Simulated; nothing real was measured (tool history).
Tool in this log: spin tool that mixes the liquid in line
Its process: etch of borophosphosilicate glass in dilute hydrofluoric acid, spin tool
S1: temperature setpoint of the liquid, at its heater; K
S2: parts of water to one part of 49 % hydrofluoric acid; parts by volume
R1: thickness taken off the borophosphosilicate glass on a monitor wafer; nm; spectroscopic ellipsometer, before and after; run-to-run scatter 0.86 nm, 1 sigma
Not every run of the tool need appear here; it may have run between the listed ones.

run 1 hour=0 | S1=295.15 S2=65 time_under_the_liquid_(s)=145 | R1=67.097
run 2 hour=6.1 | S1=296.65 S2=65 time_under_the_liquid_(s)=145 | R1=72.297
run 3 hour=10.5 | S1=296.65 S2=65 time_under_the_liquid_(s)=145 | R1=70.665
run 4 hour=12.7 | S1=298.15 S2=65 time_under_the_liquid_(s)=145 | R1=75.327
run 5 hour=14.5 | S1=298.15 S2=65 time_under_the_liquid_(s)=145 | R1=76.932
run 6 hour=21.6 | S1=298.15 S2=65 time_under_the_liquid_(s)=145 | R1=76.051
run 7 hour=22.7 | S1=299.15 S2=65 time_under_the_liquid_(s)=145 | R1=78.52
run 8 hour=27.9 | S1=300.15 S2=65 time_under_the_liquid_(s)=145 | R1=81.354
run 9 hour=30.7 | S1=300.65 S2=65 time_under_the_liquid_(s)=145 | R1=83.486

Run 10 comes next. What will it give?
run 10 hour=35.3 | S1=301.15 S2=65 time_under_the_liquid_(s)=145 | R1=?

R1: 86.037 nm
